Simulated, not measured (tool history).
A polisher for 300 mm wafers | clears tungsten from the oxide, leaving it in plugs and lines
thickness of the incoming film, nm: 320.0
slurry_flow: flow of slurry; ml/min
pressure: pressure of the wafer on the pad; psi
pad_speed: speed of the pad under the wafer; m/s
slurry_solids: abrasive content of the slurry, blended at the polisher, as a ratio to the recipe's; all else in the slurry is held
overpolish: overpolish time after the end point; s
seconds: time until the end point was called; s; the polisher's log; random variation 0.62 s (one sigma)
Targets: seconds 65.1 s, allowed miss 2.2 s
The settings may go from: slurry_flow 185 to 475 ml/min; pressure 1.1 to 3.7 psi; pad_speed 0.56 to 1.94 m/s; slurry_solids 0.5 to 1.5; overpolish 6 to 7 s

| run | hour | slurry_flow | pressure | pad_speed | slurry_solids | overpolish | seconds |
|---|---|---|---|---|---|---|---|
| 1 | 0 | 305 | 2.4 | 1.24 | 1 | 7 | 83.488 |
| 2 | 2.5 | 305 | 2.8 | 1.24 | 1 | 7 | 72.459 |
| 3 | 8.3 | 305 | 2.8 | 0.98 | 1 | 7 | 90.8 |
| 4 | 10.3 | 305 | 3 | 0.98 | 1 | 7 | 84.467 |
| 5 | 15.9 | 305 | 3.2 | 0.98 | 1 | 7 | 78.633 |
| 6 | 19.5 | 305 | 3.2 | 0.98 | 0.9 | 7 | 81.277 |
| 7 | 24.3 | 305 | 3.3 | 1 | 0.9 | 7 | 76.164 |
|  | 25.4 | head pressure recalibrated |
| 8 | 25.4 | 305 | 3.4 | 1 | 0.9 | 7 | 79.836 |
| 9 | 28.6 | 305 | 3.5 | 1.06 | 0.9 | 7 | 73.765 |
| 10 | 35.2 | 305 | 3.6 | 1.1 | 0.9 | 7 | 68.889 |

Which of these 5 next moves meets every target?
| A | 41.8 | 330 | 3.5 | 1.1 | 0.65 | 6 | ? |
| B | 41.8 | 300 | 3.6 | 1.04 | 0.9 | 7 | ? |
| C | 41.8 | 300 | 3.4 | 1.22 | 0.95 | 7 | ? |
| D | 41.8 | 240 | 3 | 1.24 | 1 | 7 | ? |
| E | 41.8 | 355 | 3.6 | 1.14 | 0.65 | 6 | ? |

| move | seconds |
|---|---|
| A | 74.887 |
| B | 71.814 |
| C | 64.264 |
| D | 71.777 |
| E | 70.049 |
A: further off than the last run
B: further off than the last run
C: meets every target
D: further off than the last run
E: further off than the last run
The right move is C.

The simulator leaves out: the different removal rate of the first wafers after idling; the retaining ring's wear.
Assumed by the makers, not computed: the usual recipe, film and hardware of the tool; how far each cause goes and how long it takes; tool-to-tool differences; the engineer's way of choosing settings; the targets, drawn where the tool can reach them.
